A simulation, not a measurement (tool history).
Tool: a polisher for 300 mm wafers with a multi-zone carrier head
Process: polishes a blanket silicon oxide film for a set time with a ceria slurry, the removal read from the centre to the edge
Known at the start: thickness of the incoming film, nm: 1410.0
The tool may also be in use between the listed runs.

run  hour  flow of slurry (ml/min)  pressure of the head's centre zone  pressure of the head's middle zone  pressure of the head's edge zone  polishing time (s)  film removed at the wafer's centre (Å)  film removed at mid-radius (Å)  film removed at the wafer's edge (Å)
  1   0.0                      155                                1.00                                1.00                              1.00                  50                                  1480.3                          1513.6                                1468.3
  2   1.6                      125                                1.00                                1.00                              1.00                  50                                  1427.3                          1453.7                                1453.2
  3   5.2                      125                                1.01                                0.99                              0.97                  49                                  1411.4                          1373.7                                1415.6
  4   9.7                      130                                1.02                                1.00                              0.94                  48                                  1370.7                          1397.7                                1387.1
  5  16.4                      130                                1.02                                1.00                              0.94                  58                                  1675.3                          1652.8                                1590.3
  6  20.8                      130                                0.95                                1.00                              0.94                  58                                  1545.3                          1668.5                                1685.3

Run 7 comes next. What will it give?
  7  21.7                      135                                0.98                                0.99                              0.93                  55                                       ?                               ?                                     ?

Run 7 gave film removed at the wafer's centre (Å) 1561.0, film removed at mid-radius (Å) 1593.5, film removed at the wafer's edge (Å) 1550.9.
